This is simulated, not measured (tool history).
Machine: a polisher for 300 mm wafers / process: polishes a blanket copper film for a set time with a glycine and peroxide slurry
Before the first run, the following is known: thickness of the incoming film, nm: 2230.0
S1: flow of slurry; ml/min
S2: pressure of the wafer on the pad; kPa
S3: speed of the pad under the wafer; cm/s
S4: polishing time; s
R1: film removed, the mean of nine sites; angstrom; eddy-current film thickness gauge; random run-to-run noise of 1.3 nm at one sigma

| run | hour | S1 | S2 | S3 | S4 | R1 |
|---|---|---|---|---|---|---|
| 1 | 0 | 125 | 13.8 | 98 | 84 | 3741.5 |
| 2 | 2.8 | 120 | 13.1 | 94 | 84 | 3458.8 |
| 3 | 8.6 | 120 | 15.9 | 94 | 84 | 4021.6 |
| 4 | 16.2 | 135 | 15.9 | 94 | 84 | 4134.2 |
| 5 | 18.1 | 135 | 15.9 | 94 | 84 | 4029.3 |
| 6 | 24.7 | 135 | 15.9 | 110 | 84 | 4683.6 |
| 7 | 33.7 | 130 | 15.2 | 104 | 84 | 4222.5 |
| 8 | 37.5 | 130 | 15.2 | 104 | 84 | 4237.1 |
| 9 | 40.7 | 125 | 14.5 | 100 | 84 | 3873.3 |

Estimate the outcome of run 10 from the log above:
| 10 | 47.7 | 90 | 10.3 | 72 | 84 | ? |

Run 10 gave R1 2235.8 angstrom.
